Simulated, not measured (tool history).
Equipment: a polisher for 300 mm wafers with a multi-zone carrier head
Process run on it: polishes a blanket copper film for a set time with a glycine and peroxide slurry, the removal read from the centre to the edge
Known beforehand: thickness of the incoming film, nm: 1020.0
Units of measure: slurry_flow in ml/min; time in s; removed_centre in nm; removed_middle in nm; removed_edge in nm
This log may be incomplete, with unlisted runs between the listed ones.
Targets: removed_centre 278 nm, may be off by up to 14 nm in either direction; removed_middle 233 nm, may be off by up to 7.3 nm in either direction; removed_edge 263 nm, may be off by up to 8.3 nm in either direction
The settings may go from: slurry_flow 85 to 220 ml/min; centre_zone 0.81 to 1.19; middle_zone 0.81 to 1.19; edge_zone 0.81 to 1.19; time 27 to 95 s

| run | day | slurry_flow | centre_zone | middle_zone | edge_zone | time | removed_centre | removed_middle | removed_edge |
|---|---|---|---|---|---|---|---|---|---|
| 1 | 0 | 140 | 1 | 1 | 1 | 61 | 290.17 | 286.53 | 287.23 |
| 2 | 0.279 | 170 | 1 | 1 | 1 | 61 | 304.04 | 300.87 | 292.51 |
| 3 | 0.304 | 170 | 1 | 1 | 1 | 76 | 381.17 | 375.63 | 364.24 |
| 4 | 0.658 | 160 | 1 | 0.97 | 0.98 | 73 | 352.46 | 348.47 | 345.02 |
| 5 | 0.933 | 160 | 1 | 1.01 | 0.98 | 73 | 347.01 | 364.51 | 348.88 |
| 6 | 1.117 | 160 | 1 | 0.96 | 0.98 | 73 | 362.36 | 350.64 | 345.49 |
| 7 | 1.388 | 150 | 1 | 0.94 | 0.98 | 70 | 331.5 | 324.17 | 329.58 |
| 8 | 1.454 | 145 | 1.01 | 0.92 | 0.98 | 68 | 319.94 | 303.61 | 318.53 |
| 9 | 1.583 | 140 | 1.02 | 0.9 | 0.97 | 66 | 324.88 | 293.79 | 303.89 |
| 10 | 1.679 | 105 | 0.99 | 0.81 | 1.04 | 56 | 239.16 | 208.39 | 253.89 |
| 11 | 1.967 | 115 | 1 | 0.82 | 1.04 | 56 | 249.58 | 218.96 | 259.73 |
| 12 | 2.262 | 120 | 1.01 | 0.82 | 1.04 | 56 | 250.83 | 221.53 | 264.39 |

Below are 5 possible settings for the next run. Only one of them brings all results inside the allowed miss of their targets. Which is it?
| A | 2.558 | 110 | 1.02 | 0.94 | 1.06 | 56 | ? | ? | ? |
| B | 2.558 | 160 | 0.86 | 0.97 | 1.15 | 52 | ? | ? | ? |
| C | 2.558 | 130 | 1.04 | 0.82 | 0.96 | 58 | ? | ? | ? |
| D | 2.558 | 95 | 0.91 | 0.81 | 1.14 | 60 | ? | ? | ? |
| E | 2.558 | 140 | 0.96 | 0.89 | 1.04 | 55 | ? | ? | ? |

| move | removed_centre | removed_middle | removed_edge |
|---|---|---|---|
| A | 252.95 | 242.02 | 255.73 |
| B | 219.17 | 252.35 | 261.48 |
| C | 281.06 | 235.48 | 263.43 |
| D | 228.42 | 220.07 | 273.75 |
| E | 250.87 | 242.32 | 260.56 |
A: gains on the last run, yet a result remains outside its allowed miss
B: lands further from the targets than the last run did
C: meets every target
D: lands further from the targets than the last run did
E: no better and no worse than the last run
Correct choice: C, which meets every target

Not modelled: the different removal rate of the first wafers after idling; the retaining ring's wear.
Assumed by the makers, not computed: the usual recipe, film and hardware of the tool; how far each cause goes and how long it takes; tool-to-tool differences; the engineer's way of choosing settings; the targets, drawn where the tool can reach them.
